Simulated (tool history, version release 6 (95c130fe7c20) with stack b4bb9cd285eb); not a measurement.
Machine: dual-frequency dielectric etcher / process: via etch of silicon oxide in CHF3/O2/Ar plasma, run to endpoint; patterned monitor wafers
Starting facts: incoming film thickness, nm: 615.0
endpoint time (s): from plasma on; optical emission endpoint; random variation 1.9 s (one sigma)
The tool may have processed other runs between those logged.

| run | day | source power (W) | bias power (W) | endpoint time (s) |
|---|---|---|---|---|
| 1 | 0.000 | 700 | 146 | 293.61 |
| 2 | 0.100 | 700 | 130 | 303.32 |
| 3 | 0.446 | 740 | 135 | 290.53 |
| 4 | 0.596 | 830 | 135 | 278.02 |
| 5 | 0.792 | 830 | 122 | 283.02 |
| 6 | 1.038 | 890 | 122 | 269.02 |
| 7 | 1.283 | 910 | 124 | 275.02 |

Estimate the outcome of run 8 from the log above:
| 8 | 1.321 | 920 | 133 | ? |

endpoint time (s): 264.72

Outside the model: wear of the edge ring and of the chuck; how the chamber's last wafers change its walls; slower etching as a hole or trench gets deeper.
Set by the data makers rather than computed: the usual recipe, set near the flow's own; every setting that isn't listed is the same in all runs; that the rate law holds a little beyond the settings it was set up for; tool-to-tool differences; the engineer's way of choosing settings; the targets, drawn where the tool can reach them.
